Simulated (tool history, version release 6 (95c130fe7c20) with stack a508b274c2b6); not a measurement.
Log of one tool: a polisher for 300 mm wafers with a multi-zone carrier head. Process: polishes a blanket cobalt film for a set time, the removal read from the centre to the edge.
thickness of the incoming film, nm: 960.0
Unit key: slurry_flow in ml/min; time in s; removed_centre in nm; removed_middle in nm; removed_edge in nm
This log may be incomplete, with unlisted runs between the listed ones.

{"run": 1, "hour": 0.0, "slurry_flow": 285, "centre_zone": 1.0, "middle_zone": 1.0, "edge_zone": 1.0, "time": 36, "removed_centre": 102.48, "removed_middle": 100.23, "removed_edge": 103.63}
{"run": 2, "hour": 5.4, "slurry_flow": 225, "centre_zone": 1.0, "middle_zone": 1.0, "edge_zone": 1.0, "time": 36, "removed_centre": 97.508, "removed_middle": 98.098, "removed_edge": 100.23}
{"run": 3, "hour": 11.9, "slurry_flow": 270, "centre_zone": 1.0, "middle_zone": 1.0, "edge_zone": 1.0, "time": 36, "removed_centre": 102.23, "removed_middle": 99.017, "removed_edge": 105.18}
{"run": 4, "hour": 16.9, "slurry_flow": 265, "centre_zone": 0.96, "middle_zone": 0.95, "edge_zone": 0.99, "time": 31, "removed_centre": 83.286, "removed_middle": 85.779, "removed_edge": 88.902}
{"run": 5, "hour": 22.3, "slurry_flow": 265, "centre_zone": 0.9, "middle_zone": 0.95, "edge_zone": 0.99, "time": 31, "removed_centre": 78.468, "removed_middle": 83.237, "removed_edge": 87.238}
{"run": 6, "hour": 30.5, "slurry_flow": 290, "centre_zone": 0.91, "middle_zone": 0.9, "edge_zone": 1.03, "time": 27, "removed_centre": 70.463, "removed_middle": 70.238, "removed_edge": 77.933}

Predict the results of run 7:
{"run": 7, "hour": 34.2, "slurry_flow": 290, "centre_zone": 0.9, "middle_zone": 0.87, "edge_zone": 1.05, "time": 25, "removed_centre": "?", "removed_middle": "?", "removed_edge": "?"}

removed_centre: 64.298 nm
removed_middle: 63.631 nm
removed_edge: 73.066 nm
